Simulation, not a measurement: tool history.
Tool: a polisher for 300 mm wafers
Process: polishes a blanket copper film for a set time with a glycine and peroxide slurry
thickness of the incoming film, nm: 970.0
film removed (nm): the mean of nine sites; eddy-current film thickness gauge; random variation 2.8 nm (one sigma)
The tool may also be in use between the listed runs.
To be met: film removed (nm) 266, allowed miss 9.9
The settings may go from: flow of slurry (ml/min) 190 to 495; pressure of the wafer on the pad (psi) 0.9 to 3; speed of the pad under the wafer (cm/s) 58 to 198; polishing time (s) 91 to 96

run	hour	flow of slurry (ml/min)	pressure of the wafer on the pad (psi)	speed of the pad under the wafer (cm/s)	polishing time (s)	film removed (nm)
1	0	320	1.9	128	91	383.08
2	3	270	1.9	128	91	367.3
3	9.8	265	1.8	128	91	353.12
4	12.6	210	1.8	128	91	347.89
5	14.8	210	2	128	91	372.9
6	21.8	210	2.2	128	91	403.68
7	29.4	210	2.1	128	91	397.67
8	34.9	210	2	128	91	377.49
9	38.9	210	2	128	91	378.52
10	46.5	210	1.9	128	91	361.76
11	47.2	210	1.8	128	91	345.74
12	52.5	210	1.7	128	91	332.62
13	55.4	210	1.6	128	91	309.66
14	62.9	210	1.4	128	91	289.49
15	65.1	210	1.4	128	91	292

5 next moves are on the table. One of them brings every result within its allowed miss. Which?
A	67.3	210	1.3	130	96	?
B	67.3	210	1.3	138	93	?
C	67.3	210	1.5	124	91	?
D	67.3	205	1.4	132	91	?
E	67.3	190	1.1	142	93	?

move	film removed (nm)
A	294.2
B	296.09
C	298.59
D	295.66
E	267.18
A: further off than the last run
B: further off than the last run
C: further off than the last run
D: further off than the last run
E: meets every target
The right move is E.

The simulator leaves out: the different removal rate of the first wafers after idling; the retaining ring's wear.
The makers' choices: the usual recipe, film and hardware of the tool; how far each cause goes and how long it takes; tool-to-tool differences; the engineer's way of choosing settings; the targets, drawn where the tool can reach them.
